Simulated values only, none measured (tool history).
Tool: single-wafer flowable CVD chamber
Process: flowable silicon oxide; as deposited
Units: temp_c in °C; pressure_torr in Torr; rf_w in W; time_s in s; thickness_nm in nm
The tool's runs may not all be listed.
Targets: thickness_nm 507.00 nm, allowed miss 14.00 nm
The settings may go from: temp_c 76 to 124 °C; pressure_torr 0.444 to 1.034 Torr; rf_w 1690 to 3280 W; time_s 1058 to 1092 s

| run | hour | temp_c | pressure_torr | rf_w | time_s | thickness_nm |
|---|---|---|---|---|---|---|
| 1 | 0.0 | 100 | 0.739 | 2485 | 1058 | 684.99 |
| 2 | 1.9 | 103 | 0.738 | 2485 | 1058 | 628.27 |
| 3 | 9.7 | 105 | 0.737 | 2485 | 1058 | 593.27 |
| 4 | 13.1 | 105 | 0.737 | 2175 | 1058 | 576.64 |
| 5 | 20.4 | 105 | 0.809 | 2175 | 1058 | 629.99 |
| 6 | 22.6 | 107 | 0.808 | 2175 | 1058 | 587.95 |
| 7 | 23.7 | 108 | 0.808 | 2175 | 1058 | 578.95 |
| 8 | 30.9 | 109 | 0.808 | 2175 | 1058 | 561.56 |

Which of these 5 next moves meets every target?
| A | 38.1 | 107 | 0.650 | 2225 | 1058 | ? |
| B | 38.1 | 112 | 0.781 | 1975 | 1065 | ? |
| C | 38.1 | 118 | 0.878 | 2265 | 1058 | ? |
| D | 38.1 | 111 | 0.829 | 2145 | 1065 | ? |
| E | 38.1 | 112 | 0.781 | 2150 | 1087 | ? |

| move | thickness_nm |
|---|---|
| A | 483.36 |
| B | 484.70 |
| C | 470.41 |
| D | 541.05 |
| E | 506.49 |
A: takes the result that was furthest off past its target
B: takes the result that was furthest off past its target
C: takes the result that was furthest off past its target
D: nearer than the last run, and not there yet
E: meets every target
The right move is E.
